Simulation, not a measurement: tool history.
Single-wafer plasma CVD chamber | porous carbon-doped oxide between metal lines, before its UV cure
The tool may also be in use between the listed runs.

run    day  heater temperature setpoint (°C)  RF power (W)  deposition time (s)  mean film thickness on the monitor wafer (angstrom)
  1      0                               310           415                 42.2                                               1924.8
  2  0.188                               310           415                 42.2                                               1932.2
  3  0.308                               306           435                 42.3                                               2035.4
  4  0.517                               297           435                 42.3                                               2184.1
  5  0.638                               291           435                 42.3                                               2248.1
  6  0.962                               298           435                 42.3                                               2159.2
  7  1.333                               295           440                 42.4                                               2188.9

Run 8 comes next. What will it give?
  8  1.438                               293           450                 42.5                                                    ?

Run 8 gave mean film thickness on the monitor wafer (angstrom) 2269.4.

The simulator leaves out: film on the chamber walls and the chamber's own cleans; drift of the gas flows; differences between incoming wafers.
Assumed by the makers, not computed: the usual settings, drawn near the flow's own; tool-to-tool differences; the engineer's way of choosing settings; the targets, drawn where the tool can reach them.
